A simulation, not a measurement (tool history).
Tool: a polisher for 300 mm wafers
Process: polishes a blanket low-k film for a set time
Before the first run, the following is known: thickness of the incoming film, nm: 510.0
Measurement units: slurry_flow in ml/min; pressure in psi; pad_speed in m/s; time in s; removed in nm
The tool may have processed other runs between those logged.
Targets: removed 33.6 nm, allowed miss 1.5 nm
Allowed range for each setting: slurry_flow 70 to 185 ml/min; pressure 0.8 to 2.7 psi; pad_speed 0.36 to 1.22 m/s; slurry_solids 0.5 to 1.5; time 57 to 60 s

run  hour  slurry_flow  pressure  pad_speed  slurry_solids  time  removed
  1     0          120       1.7       0.78              1    57   18.666
  2   8.3          120       1.7       0.78            0.8    57   15.544
  3   9.7          105       1.7       0.78            0.8    57   15.237
  4  17.8          105       1.7       0.86            0.8    57    16.08
  5  22.3          105       1.7       0.86            0.8    57   16.345
  6  27.6          105       1.7       0.86            0.8    57   16.206
  7  33.8          110       1.9       0.88            0.8    57   18.273
  8  39.9          115       2.1       0.92            0.8    57   21.644
  9  41.7          120       2.2       0.94            0.8    57   22.752
 10  45.6          120       2.3       0.98            0.8    57   24.114
 11  47.6          120       2.4       1.02            0.8    57   26.834
 12    50          120       2.5       1.04            0.8    57   28.085
 13  55.7          125       2.5       1.06            0.8    57   29.895
 14  57.9          130       2.5       1.06            0.8    57   28.951
 15  65.1          130       2.5       1.08            0.8    57   29.414
 16  70.9          130       2.6        1.1            0.8    57   30.967

Which one of the following 5 next-run settings gets every result inside its allowed miss? There is exactly one.
  A  76.7          165       2.2        1.2           0.75    60        ?
  B  76.7          165       2.7       0.96           0.85    59        ?
  C  76.7          130       2.5       1.12           0.75    58        ?
  D  76.7          135       2.5        0.9           0.85    59        ?
  E  76.7          135       2.7       1.06            0.7    60        ?

move  removed
   A   29.155
   B   32.949
   C   29.058
   D   28.087
   E   28.969
A: misses by more than the last run did
B: meets every target
C: misses by more than the last run did
D: misses by more than the last run did
E: misses by more than the last run did
B is the move that brings every result within its allowed miss.
